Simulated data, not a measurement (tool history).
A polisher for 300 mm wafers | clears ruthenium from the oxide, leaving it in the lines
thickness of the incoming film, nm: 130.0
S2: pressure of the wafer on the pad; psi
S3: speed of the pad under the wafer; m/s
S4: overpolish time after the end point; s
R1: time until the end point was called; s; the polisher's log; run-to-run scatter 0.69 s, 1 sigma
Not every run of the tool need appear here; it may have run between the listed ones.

run 1 hour=0 | flow_of_slurry_(ml/min)=275 S2=2 S3=0.98 S4=40 | R1=128.19
run 2 hour=7.6 | flow_of_slurry_(ml/min)=275 S2=2 S3=1.06 S4=40 | R1=118.78
run 3 hour=16.1 | flow_of_slurry_(ml/min)=275 S2=2.4 S3=1.06 S4=40 | R1=100.68
run 4 hour=19.1 | flow_of_slurry_(ml/min)=275 S2=2.4 S3=1.06 S4=44 | R1=100.59
run 5 hour=24.2 | flow_of_slurry_(ml/min)=275 S2=2.4 S3=0.9 S4=44 | R1=117.77
run 6 hour=28.8 | flow_of_slurry_(ml/min)=280 S2=2.6 S3=1 S4=44 | R1=97.461

What will run 7 give?
run 7 hour=31.7 | flow_of_slurry_(ml/min)=280 S2=2.8 S3=1.06 S4=44 | R1=?

Run 7 yielded R1 87.415 s.
